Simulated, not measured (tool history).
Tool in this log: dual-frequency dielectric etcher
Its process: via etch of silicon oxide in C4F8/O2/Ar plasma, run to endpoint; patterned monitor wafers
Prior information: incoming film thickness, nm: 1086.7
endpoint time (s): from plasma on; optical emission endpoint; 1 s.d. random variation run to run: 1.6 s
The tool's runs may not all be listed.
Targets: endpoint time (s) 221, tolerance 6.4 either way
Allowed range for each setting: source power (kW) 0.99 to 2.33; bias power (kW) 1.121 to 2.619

run,hour,source power (kW),bias power (kW),endpoint time (s)
1,0,1.66,1.87,252.39
2,2.5,1.43,1.87,271.91
3,9.8,1.14,1.87,302.03
4,10.9,1.22,1.895,288.92
5,13.7,1.29,1.918,282.57
6,20.6,1.57,1.918,253.22
7,23.6,1.6,1.925,249.49
8,31.7,1.63,1.931,253.81
9,38.5,1.67,1.946,246.38

Consider the 4 candidate settings below. Which is the only one whose results all fall within their allowed miss of target?
A,45.3,1.89,2.263,?
B,45.3,1.85,1.962,?
C,45.3,1.79,1.876,?
D,45.3,1.49,1.806,?

move,endpoint time (s)
A,223.08
B,234.61
C,241.22
D,265.92
A: hits every target within its allowed miss
B: better than the last run, though not everything is in spec
C: better than the last run, though not everything is in spec
D: lands further from the targets than the last run did
So the answer is move A, the one that meets all the targets.
